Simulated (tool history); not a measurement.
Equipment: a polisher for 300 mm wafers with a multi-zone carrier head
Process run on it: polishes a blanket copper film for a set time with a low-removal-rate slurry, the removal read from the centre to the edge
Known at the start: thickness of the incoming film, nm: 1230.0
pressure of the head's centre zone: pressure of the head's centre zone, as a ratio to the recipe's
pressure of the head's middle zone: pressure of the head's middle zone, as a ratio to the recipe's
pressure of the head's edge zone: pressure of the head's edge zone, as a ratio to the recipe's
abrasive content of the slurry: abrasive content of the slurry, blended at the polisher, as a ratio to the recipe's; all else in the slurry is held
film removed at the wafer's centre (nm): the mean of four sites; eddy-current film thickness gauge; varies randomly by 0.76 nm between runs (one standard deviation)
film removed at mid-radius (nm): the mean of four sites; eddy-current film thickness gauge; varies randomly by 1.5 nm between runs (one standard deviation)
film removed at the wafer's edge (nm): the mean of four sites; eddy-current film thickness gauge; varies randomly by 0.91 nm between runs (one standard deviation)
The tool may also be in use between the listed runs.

| run | hour | flow of slurry (ml/min) | pressure of the head's centre zone | pressure of the head's middle zone | pressure of the head's edge zone | abrasive content of the slurry | polishing time (s) | film removed at the wafer's centre (nm) | film removed at mid-radius (nm) | film removed at the wafer's edge (nm) |
|---|---|---|---|---|---|---|---|---|---|---|
| 1 | 0 | 145 | 1 | 1 | 1 | 1 | 31 | 124.34 | 131.14 | 125.57 |
| 2 | 4.1 | 145 | 1 | 1 | 1 | 1.1 | 31 | 127.47 | 134.43 | 131.49 |
| 3 | 6.9 | 160 | 1 | 1 | 1 | 1.1 | 31 | 131.38 | 139.46 | 130.14 |
| 4 | 14 | 145 | 0.98 | 1.02 | 0.99 | 1.1 | 31 | 125.92 | 138.03 | 128.76 |
| 5 | 17.4 | 145 | 0.98 | 1.02 | 1.07 | 1.1 | 31 | 126.16 | 135.03 | 133.69 |
| 6 | 23.6 | 145 | 0.98 | 1.02 | 1.07 | 1.2 | 31 | 129.62 | 136.73 | 137.38 |
| 7 | 29.8 | 135 | 0.96 | 1.03 | 1.05 | 1.2 | 31 | 124.22 | 138.89 | 134.55 |
| 8 | 33.2 | 125 | 0.95 | 1.03 | 1.04 | 1.2 | 31 | 119.75 | 140.42 | 132.01 |
| 9 | 36.8 | 115 | 0.95 | 1.02 | 1.04 | 1.2 | 31 | 117.88 | 133.76 | 131.64 |
| 10 | 45.3 | 110 | 0.95 | 1.03 | 1.03 | 1.2 | 31 | 115.9 | 132.66 | 129.6 |
| 11 | 50 | 105 | 0.94 | 1.04 | 1.03 | 1.2 | 31 | 114.45 | 132.79 | 128.46 |

What does the tool deliver on the next run?
| 12 | 57.6 | 95 | 0.92 | 1.07 | 1.03 | 1.2 | 31 | ? | ? | ? |

{"run 12": {"film removed at the wafer's centre (nm)": 108.01, "film removed at mid-radius (nm)": 132.93, "film removed at the wafer's edge (nm)": 125.68}}

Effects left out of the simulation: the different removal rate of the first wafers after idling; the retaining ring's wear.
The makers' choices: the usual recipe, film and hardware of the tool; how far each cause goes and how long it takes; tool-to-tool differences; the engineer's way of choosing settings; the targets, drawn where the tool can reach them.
